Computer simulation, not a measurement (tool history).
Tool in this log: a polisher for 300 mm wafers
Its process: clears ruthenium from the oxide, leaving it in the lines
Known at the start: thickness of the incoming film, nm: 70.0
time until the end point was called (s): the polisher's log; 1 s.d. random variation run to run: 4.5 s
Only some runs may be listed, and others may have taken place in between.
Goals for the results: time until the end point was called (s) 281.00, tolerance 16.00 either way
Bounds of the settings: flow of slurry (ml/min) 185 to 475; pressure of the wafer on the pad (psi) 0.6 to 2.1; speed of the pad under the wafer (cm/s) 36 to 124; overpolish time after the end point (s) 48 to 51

| run | hour | flow of slurry (ml/min) | pressure of the wafer on the pad (psi) | speed of the pad under the wafer (cm/s) | overpolish time after the end point (s) | time until the end point was called (s) |
|---|---|---|---|---|---|---|
| 1 | 0.0 | 305 | 1.3 | 80 | 48 | 155.80 |
| 2 | 3.0 | 305 | 1.1 | 78 | 48 | 181.86 |
| 3 | 4.1 | 335 | 1.1 | 78 | 48 | 182.93 |
| 4 | 12.5 | 335 | 1.4 | 78 | 48 | 145.26 |
| 5 | 17.1 | 335 | 1.4 | 88 | 48 | 127.23 |
| 6 | 19.5 | 335 | 1.4 | 80 | 48 | 136.12 |
| 7 | 20.8 | 330 | 1.2 | 78 | 48 | 166.56 |
| 8 | 26.7 | 330 | 0.8 | 74 | 48 | 253.69 |

Below are 5 possible settings for the next run. Only one of them brings all results inside the allowed miss of their targets. Which is it?
| A | 32.6 | 295 | 0.8 | 58 | 51 | ? |
| B | 32.6 | 295 | 0.7 | 76 | 51 | ? |
| C | 32.6 | 400 | 0.7 | 92 | 51 | ? |
| D | 32.6 | 310 | 0.6 | 76 | 48 | ? |
| E | 32.6 | 350 | 0.7 | 90 | 48 | ? |

| move | time until the end point was called (s) |
|---|---|
| A | 323.36 |
| B | 283.44 |
| C | 230.52 |
| D | 324.19 |
| E | 237.77 |
A: the result that was furthest off in the last run now lies on the other side of its target
B: each result inside its tolerance
C: moves away from the targets compared with the last run
D: the result that was furthest off in the last run now lies on the other side of its target
E: moves away from the targets compared with the last run
Correct choice: B, which meets every target
